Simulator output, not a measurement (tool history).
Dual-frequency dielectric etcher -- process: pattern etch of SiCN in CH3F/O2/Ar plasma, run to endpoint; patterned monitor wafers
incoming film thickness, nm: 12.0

run 1 hour=0 | source_power_(kW)=0.54 bias_power_(kW)=0.072 | endpoint_time_(s)=30.291
run 2 hour=1.2 | source_power_(kW)=0.5 bias_power_(kW)=0.072 | endpoint_time_(s)=30.851
run 3 hour=8.4 | source_power_(kW)=0.53 bias_power_(kW)=0.073 | endpoint_time_(s)=30.143
run 4 hour=12.1 | source_power_(kW)=0.53 bias_power_(kW)=0.066 | endpoint_time_(s)=30.715
run 5 hour=21.1 | source_power_(kW)=0.56 bias_power_(kW)=0.067 | endpoint_time_(s)=29.992
run 6 hour=25.2 | source_power_(kW)=0.56 bias_power_(kW)=0.079 | endpoint_time_(s)=28.792

Run 7 is up next; what results do you expect?
-- hour=29.2 wet clean of the chamber
run 7 hour=29.2 | source_power_(kW)=0.57 bias_power_(kW)=0.079 | endpoint_time_(s)=?

{"run 7": {"endpoint time (s)": 29.643}}
